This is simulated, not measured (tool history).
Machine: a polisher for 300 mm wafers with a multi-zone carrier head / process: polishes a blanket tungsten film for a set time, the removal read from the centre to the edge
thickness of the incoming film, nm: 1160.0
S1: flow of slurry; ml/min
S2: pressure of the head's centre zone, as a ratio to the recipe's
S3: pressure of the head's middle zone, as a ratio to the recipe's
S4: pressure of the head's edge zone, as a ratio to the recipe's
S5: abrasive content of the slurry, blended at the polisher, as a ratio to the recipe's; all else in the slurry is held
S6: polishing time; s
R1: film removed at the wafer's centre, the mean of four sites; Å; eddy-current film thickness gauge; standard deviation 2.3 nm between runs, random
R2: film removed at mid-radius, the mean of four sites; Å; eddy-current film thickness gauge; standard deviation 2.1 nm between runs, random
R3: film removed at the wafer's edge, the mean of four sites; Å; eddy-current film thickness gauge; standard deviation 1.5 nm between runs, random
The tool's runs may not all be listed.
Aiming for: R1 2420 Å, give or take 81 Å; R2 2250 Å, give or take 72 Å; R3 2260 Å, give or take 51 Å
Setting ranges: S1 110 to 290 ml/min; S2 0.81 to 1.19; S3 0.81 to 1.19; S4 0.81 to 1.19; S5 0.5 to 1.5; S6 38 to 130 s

run	hour	S1	S2	S3	S4	S5	S6	R1	R2	R3
1	0	185	1	1	1	1	84	4627.9	4764.4	4565.5
2	6.9	185	1	1	1	1	100	5549.5	5527	5488.4
3	10.2	185	1	1	0.95	1	100	5576.1	5567.2	5379.8
4	13	185	1	1	0.95	1.1	100	5554.5	5698.8	5577.3
5	15	175	0.98	0.97	0.94	1	90	4803.6	4834.6	4756
6	20	210	0.98	0.97	0.94	1	90	4917.9	4926.1	4827.4
7	28.6	180	0.98	0.87	0.84	0.75	67	3320.3	3056.4	3153.4
8	36.4	180	0.98	0.87	0.84	0.75	67	3309	3042.8	3168.7
9	39	180	0.98	0.87	0.83	0.7	63	3084.2	2796.7	2864.5
10	42.2	180	0.98	0.87	0.83	0.7	63	3098	2807.6	2901.9

Which of these 4 next moves meets every target?
A	45.4	150	0.94	0.81	0.83	0.55	61	?	?	?
B	45.4	185	0.97	1.04	0.81	0.55	49	?	?	?
C	45.4	150	1.07	0.96	0.94	0.75	47	?	?	?
D	45.4	145	0.9	0.85	0.81	0.8	46	?	?	?

move	R1	R2	R3
A	2645.3	2344.4	2563.8
B	2267.4	2397.9	2082.1
C	2463.5	2257.9	2265.2
D	2116.6	2021.6	2105.2
A: an improvement on the last run, though not all results are within tolerance
B: the result that was furthest off in the last run now lies on the other side of its target
C: hits every target within its allowed miss
D: the result that was furthest off in the last run now lies on the other side of its target
So the answer is move C, the one that meets all the targets.

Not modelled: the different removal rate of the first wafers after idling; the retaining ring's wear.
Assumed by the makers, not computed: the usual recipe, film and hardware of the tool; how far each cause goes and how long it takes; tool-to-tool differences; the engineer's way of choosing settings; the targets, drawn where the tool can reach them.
